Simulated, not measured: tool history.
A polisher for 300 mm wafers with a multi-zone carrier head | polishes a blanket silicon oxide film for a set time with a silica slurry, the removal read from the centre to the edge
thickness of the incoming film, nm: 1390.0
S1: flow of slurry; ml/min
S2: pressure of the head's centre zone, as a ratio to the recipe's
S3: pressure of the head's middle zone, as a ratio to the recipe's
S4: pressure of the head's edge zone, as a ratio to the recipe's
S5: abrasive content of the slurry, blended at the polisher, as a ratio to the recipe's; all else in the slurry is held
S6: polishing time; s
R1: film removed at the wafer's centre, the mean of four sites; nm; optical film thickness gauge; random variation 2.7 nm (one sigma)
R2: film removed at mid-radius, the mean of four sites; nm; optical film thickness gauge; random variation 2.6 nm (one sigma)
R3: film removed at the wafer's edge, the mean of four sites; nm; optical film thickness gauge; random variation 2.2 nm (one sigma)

run  hour   S1    S2    S3    S4    S5  S6      R1      R2      R3
  1   0.0  165  1.00  1.00  1.00  1.00  70  262.59  256.81  257.79
  2   0.8  150  0.96  0.97  1.03  1.00  70  246.87  245.46  258.69
  3   7.3  150  0.96  0.97  1.03  1.20  70  269.63  272.07  281.11
  4  16.1  140  0.92  0.93  1.03  1.15  70  252.48  250.72  275.04
  5  24.5  140  0.92  0.93  1.03  1.15  78  283.85  279.81  305.01
  6  26.4  130  0.89  0.92  1.04  1.05  78  253.99  260.47  290.52
  7  30.2  125  0.87  0.90  1.03  1.00  78  235.26  249.74  279.19
  8  37.8  120  0.86  0.88  1.02  1.00  78  228.45  240.92  278.53
  9  43.4  120  0.86  0.87  1.00  1.00  78  231.88  236.51  274.39
 10  48.3  115  0.85  0.86  0.99  1.00  78  226.91  233.31  268.99
 11  48.9  110  0.84  0.85  0.99  1.00  78  223.18  226.63  265.57
 12  54.6  110  0.83  0.85  0.99  1.00  78  217.37  231.83  267.56

The next listed run, before its measurement:
 13  59.2  110  0.83  0.84  0.99  1.00  78   ?   ?   ?

Run 13 gave R1 214.79 nm, R2 227.13 nm, R3 267.42 nm.

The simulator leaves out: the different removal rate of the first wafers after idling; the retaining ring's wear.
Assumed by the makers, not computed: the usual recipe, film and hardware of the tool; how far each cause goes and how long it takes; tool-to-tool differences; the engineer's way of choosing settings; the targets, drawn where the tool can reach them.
